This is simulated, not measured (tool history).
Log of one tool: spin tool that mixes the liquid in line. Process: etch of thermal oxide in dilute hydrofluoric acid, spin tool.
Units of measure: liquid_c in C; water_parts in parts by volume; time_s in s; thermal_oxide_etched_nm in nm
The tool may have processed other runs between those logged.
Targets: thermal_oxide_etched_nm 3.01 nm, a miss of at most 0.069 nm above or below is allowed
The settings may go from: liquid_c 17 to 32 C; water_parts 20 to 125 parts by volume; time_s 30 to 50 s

| run | day | liquid_c | water_parts | time_s | thermal_oxide_etched_nm |
|---|---|---|---|---|---|
| 1 | 0 | 24 | 70 | 50 | 3.3534 |
| 2 | 0.154 | 24 | 70 | 30 | 1.9745 |
| 3 | 0.388 | 24 | 70 | 50 | 3.3559 |
| 4 | 0.717 | 23.5 | 70 | 50 | 3.2667 |
| 5 | 0.946 | 24 | 70 | 50 | 3.3329 |
| 6 | 1.017 | 24 | 70 | 50 | 3.3553 |
| 7 | 1.375 | 23.5 | 70 | 50 | 3.2899 |
| 8 | 1.662 | 24 | 70 | 50 | 3.3058 |
| 9 | 1.833 | 23.5 | 70 | 50 | 3.3078 |
| 10 | 1.9 | 24 | 70 | 50 | 3.3632 |
| 11 | 2.067 | 23.5 | 70 | 50 | 3.3055 |
| 12 | 2.121 | 23.5 | 70 | 50 | 3.2668 |

Of the 4 settings listed for the next run, only one would bring every result within its allowed miss of target. Which one?
| A | 2.175 | 24 | 70 | 45 | ? |
| B | 2.175 | 27.5 | 75 | 40 | ? |
| C | 2.175 | 26 | 70 | 50 | ? |
| D | 2.175 | 20.5 | 55 | 50 | ? |

| move | thermal_oxide_etched_nm |
|---|---|
| A | 3.0243 |
| B | 2.8653 |
| C | 3.6415 |
| D | 3.7706 |
A: all results land within tolerance of their targets
B: moves the result that the last run missed by most past its target, out the other side
C: lands further from the targets than the last run did
D: lands further from the targets than the last run did
A is the move that brings every result within its allowed miss.
